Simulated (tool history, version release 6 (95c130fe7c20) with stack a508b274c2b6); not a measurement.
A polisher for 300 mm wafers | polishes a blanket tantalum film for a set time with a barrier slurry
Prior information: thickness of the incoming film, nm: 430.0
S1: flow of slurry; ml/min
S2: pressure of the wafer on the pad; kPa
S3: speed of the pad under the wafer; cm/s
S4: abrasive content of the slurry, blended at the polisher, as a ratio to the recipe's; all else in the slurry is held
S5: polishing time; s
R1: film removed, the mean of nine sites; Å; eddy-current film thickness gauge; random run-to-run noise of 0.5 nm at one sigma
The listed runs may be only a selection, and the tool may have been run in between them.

run,hour,S1,S2,S3,S4,S5,R1
1,0.0,305,8.3,114,1.00,47,486.74
2,1.5,305,7.6,114,1.00,47,454.60
3,9.2,305,7.6,114,1.00,42,401.61
4,15.6,305,8.3,114,1.00,42,438.10
5,23.4,305,8.3,92,1.00,42,353.66
6,26.7,305,8.3,92,0.85,42,338.68
7,27.6,305,9.0,94,0.85,42,376.08

The next listed run, before its measurement:
8,36.0,305,9.7,96,0.85,42,?

{"run 8": {"R1": 408.8}}
